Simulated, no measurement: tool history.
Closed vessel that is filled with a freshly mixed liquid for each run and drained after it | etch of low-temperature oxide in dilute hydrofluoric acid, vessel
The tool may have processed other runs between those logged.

| run | hour | temperature setpoint of the liquid (°C) | parts of water to one part of 49 % hydrofluoric acid (parts by volume) | time in the liquid (s) | thickness taken off the low-temperature oxide on a monitor wafer (nm) |
|---|---|---|---|---|---|
| 1 | 0.0 | 21.0 | 145 | 740 | 55.659 |
| 2 | 6.1 | 21.0 | 110 | 740 | 76.409 |
| 3 | 13.1 | 19.5 | 110 | 740 | 72.006 |
| 4 | 17.6 | 22.5 | 105 | 740 | 85.250 |
| 5 | 23.4 | 19.5 | 105 | 740 | 75.061 |
| 6 | 30.9 | 22.0 | 105 | 740 | 83.006 |
| 7 | 36.9 | 24.0 | 105 | 740 | 90.731 |

The next listed run, before its measurement:
| 8 | 45.3 | 25.5 | 105 | 740 | ? |

thickness taken off the low-temperature oxide on a monitor wafer (nm): 95.867
